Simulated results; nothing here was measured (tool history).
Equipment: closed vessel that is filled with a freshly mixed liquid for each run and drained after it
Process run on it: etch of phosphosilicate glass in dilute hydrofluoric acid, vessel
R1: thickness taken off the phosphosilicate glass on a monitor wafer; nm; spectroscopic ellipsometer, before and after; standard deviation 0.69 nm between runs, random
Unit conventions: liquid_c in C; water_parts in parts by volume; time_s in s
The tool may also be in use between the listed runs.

{"run": 1, "hour": 0.0, "liquid_c": 26.0, "water_parts": 175, "time_s": 135, "R1": 61.937}
{"run": 2, "hour": 2.7, "liquid_c": 27.5, "water_parts": 170, "time_s": 135, "R1": 67.877}
{"run": 3, "hour": 8.1, "liquid_c": 27.5, "water_parts": 215, "time_s": 135, "R1": 51.392}
{"run": 4, "hour": 17.4, "liquid_c": 29.5, "water_parts": 215, "time_s": 135, "R1": 55.588}
{"run": 5, "hour": 18.7, "liquid_c": 29.5, "water_parts": 265, "time_s": 135, "R1": 42.447}
{"run": 6, "hour": 27.2, "liquid_c": 26.5, "water_parts": 265, "time_s": 135, "R1": 38.51}
{"run": 7, "hour": 28.4, "liquid_c": 28.0, "water_parts": 235, "time_s": 135, "R1": 47.091}
{"run": 8, "hour": 34.2, "liquid_c": 32.0, "water_parts": 165, "time_s": 135, "R1": 83.918}

Predict the results of run 9:
{"run": 9, "hour": 37.5, "liquid_c": 32.5, "water_parts": 165, "time_s": 135, "R1": "?"}

R1: 84.849 nm
